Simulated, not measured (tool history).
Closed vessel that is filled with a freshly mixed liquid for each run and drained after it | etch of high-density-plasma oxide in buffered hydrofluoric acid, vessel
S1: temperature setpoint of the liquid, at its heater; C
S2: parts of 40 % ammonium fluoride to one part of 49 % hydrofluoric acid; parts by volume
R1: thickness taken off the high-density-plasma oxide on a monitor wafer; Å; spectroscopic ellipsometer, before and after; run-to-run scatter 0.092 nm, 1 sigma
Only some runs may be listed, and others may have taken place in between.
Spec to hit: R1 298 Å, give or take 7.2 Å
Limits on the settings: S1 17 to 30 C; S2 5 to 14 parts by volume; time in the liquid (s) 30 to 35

{"run": 1, "hour": 0.0, "S1": 22, "S2": 8.5, "time in the liquid (s)": 35, "R1": 640.42}
{"run": 2, "hour": 8.6, "S1": 22, "S2": 8.5, "time in the liquid (s)": 30, "R1": 547.75}
{"run": 3, "hour": 14.7, "S1": 21, "S2": 9.5, "time in the liquid (s)": 30, "R1": 459.37}
{"run": 4, "hour": 21.6, "S1": 20, "S2": 10, "time in the liquid (s)": 30, "R1": 415.23}
{"run": 5, "hour": 27.5, "S1": 20, "S2": 12, "time in the liquid (s)": 30, "R1": 356.91}
{"run": 6, "hour": 33.0, "S1": 20, "S2": 12, "time in the liquid (s)": 35, "R1": 416.65}
{"run": 7, "hour": 39.2, "S1": 19.5, "S2": 12.5, "time in the liquid (s)": 35, "R1": 390.37}
{"run": 8, "hour": 44.7, "S1": 19, "S2": 13, "time in the liquid (s)": 35, "R1": 364.53}
{"run": 9, "hour": 52.5, "S1": 18.5, "S2": 13.5, "time in the liquid (s)": 35, "R1": 340.93}
{"run": 10, "hour": 56.5, "S1": 18, "S2": 13.5, "time in the liquid (s)": 35, "R1": 333.46}
{"run": 11, "hour": 62.8, "S1": 17.5, "S2": 14, "time in the liquid (s)": 35, "R1": 312.07}

Exactly one of the 5 candidate moves below puts every result within its allowed miss. Which one?
{"run": "A", "hour": 69.1, "S1": 17, "S2": 11, "time in the liquid (s)": 30, "R1": "?"}
{"run": "B", "hour": 69.1, "S1": 17.5, "S2": 12, "time in the liquid (s)": 30, "R1": "?"}
{"run": "C", "hour": 69.1, "S1": 17.5, "S2": 13.5, "time in the liquid (s)": 35, "R1": "?"}
{"run": "D", "hour": 69.1, "S1": 17, "S2": 13.5, "time in the liquid (s)": 35, "R1": "?"}
{"run": "E", "hour": 69.1, "S1": 19.5, "S2": 14, "time in the liquid (s)": 30, "R1": "?"}

move=A R1=327.99
move=B R1=310.04
move=C R1=322.37
move=D R1=313.3
move=E R1=298.6
A: lands further from the targets than the last run did
B: nearer the targets than the last run, but a result is still out of spec
C: lands further from the targets than the last run did
D: lands further from the targets than the last run did
E: all results land within tolerance of their targets
Correct choice: E, which meets every target
